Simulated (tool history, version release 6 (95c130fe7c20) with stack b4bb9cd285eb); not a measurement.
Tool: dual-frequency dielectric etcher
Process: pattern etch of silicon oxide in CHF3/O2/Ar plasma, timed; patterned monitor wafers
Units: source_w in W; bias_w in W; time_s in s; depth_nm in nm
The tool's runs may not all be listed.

Run 1, hour 0: source_w 880 W, bias_w 175 W, time_s 342 s. Result: depth_nm 740.07 nm.
Run 2, hour 8.5: source_w 910 W, bias_w 177 W, time_s 342 s. Result: depth_nm 757.31 nm.
Run 3, hour 15.6: source_w 760 W, bias_w 177 W, time_s 342 s. Result: depth_nm 700.6 nm.
Run 4, hour 17.3: source_w 840 W, bias_w 177 W, time_s 342 s. Result: depth_nm 737.17 nm.
Run 5, hour 18.8: source_w 840 W, bias_w 177 W, time_s 342 s. Result: depth_nm 723.63 nm.
Run 6, hour 24.1: source_w 740 W, bias_w 177 W, time_s 342 s. Result: depth_nm 695.57 nm.

Forecast run 7:
Run 7, hour 31.2: source_w 790 W, bias_w 180 W, time_s 342 s. Result: depth_nm ?.

{"run 7": {"depth_nm": 725.3}}
